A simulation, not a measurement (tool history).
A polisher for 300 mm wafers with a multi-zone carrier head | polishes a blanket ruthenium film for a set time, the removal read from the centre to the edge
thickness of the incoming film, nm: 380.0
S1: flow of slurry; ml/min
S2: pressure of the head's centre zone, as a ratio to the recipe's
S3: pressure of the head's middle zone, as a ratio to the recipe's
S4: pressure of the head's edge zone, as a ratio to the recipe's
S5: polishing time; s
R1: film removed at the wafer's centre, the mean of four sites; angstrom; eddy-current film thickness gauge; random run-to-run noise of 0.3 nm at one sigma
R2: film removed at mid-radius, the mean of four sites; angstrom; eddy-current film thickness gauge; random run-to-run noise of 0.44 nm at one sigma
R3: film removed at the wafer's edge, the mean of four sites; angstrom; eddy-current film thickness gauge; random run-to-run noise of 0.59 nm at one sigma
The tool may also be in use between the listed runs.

run    day   S1    S2    S3    S4  S5      R1      R2      R3
  1  0.000  310  1.00  1.00  1.00  78  867.35  869.28  858.79
  2  0.183  310  1.00  1.07  1.00  78  870.67  915.82  850.32
  3  0.288  310  1.00  1.07  1.05  78  867.16  912.91  866.22
  4  0.425  390  1.00  1.07  1.05  78  886.59  931.54  892.85
  5  0.567  390  1.00  1.07  1.05  70  789.98  844.24  778.55
  6  0.675  390  1.00  1.16  1.05  70  801.89  916.67  816.64
  7  0.704  360  1.00  1.05  1.09  61  686.04  724.69  705.27

For run 8, what comes out?
  8  0.988  345  1.01  0.98  1.09  54   ?   ?   ?

R1: 608.20 angstrom
R2: 599.69 angstrom
R3: 622.92 angstrom
